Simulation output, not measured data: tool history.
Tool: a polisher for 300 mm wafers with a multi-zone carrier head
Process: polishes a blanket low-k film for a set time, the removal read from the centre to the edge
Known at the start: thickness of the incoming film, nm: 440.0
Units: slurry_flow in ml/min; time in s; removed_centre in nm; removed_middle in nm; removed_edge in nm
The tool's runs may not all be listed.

run	hour	slurry_flow	centre_zone	middle_zone	edge_zone	slurry_solids	time	removed_centre	removed_middle	removed_edge
1	0.0	150	1.00	1.00	1.00	1.00	41	25.999	25.134	26.284
2	4.6	150	1.00	1.00	1.00	0.85	41	24.157	23.348	24.898
3	8.5	155	0.99	0.99	1.04	0.95	41	25.281	24.534	26.516
4	15.2	160	0.98	0.97	1.07	1.00	41	25.717	25.135	27.861
5	19.2	160	0.98	0.97	1.07	0.90	41	24.697	24.033	26.076
6	22.9	160	0.98	0.96	1.09	1.00	41	26.140	24.257	27.132
7	30.8	165	0.95	0.95	1.11	1.05	41	26.010	25.787	28.830
8	32.9	170	0.94	0.93	1.13	1.10	41	26.331	25.835	29.704
9	41.0	175	0.94	0.92	1.14	1.15	41	27.193	26.232	30.312
10	47.4	175	0.93	0.91	1.15	1.20	41	27.106	25.712	30.923
11	48.0	180	0.93	0.91	1.16	1.25	41	27.995	26.445	30.990

Forecast run 12:
12	55.5	180	0.92	0.90	1.17	1.30	41	?	?	?

removed_centre: 27.625 nm
removed_middle: 26.958 nm
removed_edge: 32.295 nm
